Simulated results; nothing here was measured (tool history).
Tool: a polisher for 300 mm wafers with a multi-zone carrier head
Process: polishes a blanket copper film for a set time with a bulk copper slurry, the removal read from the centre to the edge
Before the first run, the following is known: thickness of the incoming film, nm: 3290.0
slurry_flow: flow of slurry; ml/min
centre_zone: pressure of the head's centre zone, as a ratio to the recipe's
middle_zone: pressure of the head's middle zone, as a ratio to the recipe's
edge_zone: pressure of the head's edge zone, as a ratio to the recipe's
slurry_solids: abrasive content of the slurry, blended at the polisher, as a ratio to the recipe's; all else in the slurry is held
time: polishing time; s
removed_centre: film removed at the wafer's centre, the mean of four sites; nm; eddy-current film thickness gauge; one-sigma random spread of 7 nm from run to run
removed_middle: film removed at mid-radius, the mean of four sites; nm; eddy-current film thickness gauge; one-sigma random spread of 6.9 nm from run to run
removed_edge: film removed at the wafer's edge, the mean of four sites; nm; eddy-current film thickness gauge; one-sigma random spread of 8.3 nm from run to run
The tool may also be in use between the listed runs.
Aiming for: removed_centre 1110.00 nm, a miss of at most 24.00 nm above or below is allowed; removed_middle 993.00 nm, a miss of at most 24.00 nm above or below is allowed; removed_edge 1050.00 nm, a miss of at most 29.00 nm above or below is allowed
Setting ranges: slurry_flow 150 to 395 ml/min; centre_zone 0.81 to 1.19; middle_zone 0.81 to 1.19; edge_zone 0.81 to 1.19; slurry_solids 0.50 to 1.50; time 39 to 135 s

run  hour  slurry_flow  centre_zone  middle_zone  edge_zone  slurry_solids  time  removed_centre  removed_middle  removed_edge
  1   0.0          250         1.00         1.00       1.00           1.00    87          754.88          771.25        774.15
  2   3.3          250         1.00         1.00       1.00           1.00    97          845.51          856.13        854.39
  3   9.0          260         1.02         1.00       1.02           1.05    97          875.82          872.48        869.97
  4  12.0          260         1.02         0.95       1.02           1.05    97          867.39          829.10        884.16
  5  18.5          205         1.02         0.95       1.02           1.05    97          824.03          802.90        842.48
  6  20.1          205         1.02         0.95       1.02           1.05   112          962.04          922.77        963.73
  7  29.0          220         1.02         0.95       1.02           1.05   112          975.19          940.54        993.33
  8  30.2          230         1.03         0.95       1.02           1.05   112          987.66          957.83        999.37
  9  34.3          240         1.04         0.95       1.02           1.05   112         1002.00          947.40        999.73
     34.9  -- slurry nozzle cleaned
 10  34.9          250         1.05         0.95       1.02           1.05   112         1060.20          989.25       1033.40
 11  43.9          255         1.05         0.95       1.02           1.05   112         1062.60         1001.00       1043.70
 12  49.7          255         1.05         0.95       1.01           1.05   112         1070.40          995.61       1025.90
 13  56.7          265         1.05         0.93       1.01           1.05   112         1067.60          979.51       1028.70
 14  59.2          270         1.05         0.93       1.01           1.05   112         1065.10          983.52       1039.10
 15  64.4          275         1.05         0.93       1.01           1.05   112         1067.40          988.04       1041.40
 16  69.2          285         1.06         0.92       1.00           1.05   112         1092.60          989.62       1024.30

Exactly one of the 5 candidate moves below puts every result within its allowed miss. Which one?
  A  74.0          245         1.08         0.92       1.00           1.50   110               ?               ?             ?
  B  74.0          235         1.09         0.94       0.97           1.10   110               ?               ?             ?
  C  74.0          300         1.01         0.90       1.04           1.00   113               ?               ?             ?
  D  74.0          290         1.10         0.94       0.97           0.95   111               ?               ?             ?
  E  74.0          280         1.10         0.95       0.98           1.10   107               ?               ?             ?

move  removed_centre  removed_middle  removed_edge
   A         1113.90         1003.80       1045.50
   B         1063.30          969.31        978.29
   C         1052.00          975.79       1049.10
   D         1089.00          983.19        986.21
   E         1066.90          972.12        972.03
A: hits every target within its allowed miss
B: moves away from the targets compared with the last run
C: brings the result that was furthest off to its target, and leaves another outside
D: moves away from the targets compared with the last run
E: moves away from the targets compared with the last run
A is the move that brings every result within its allowed miss.
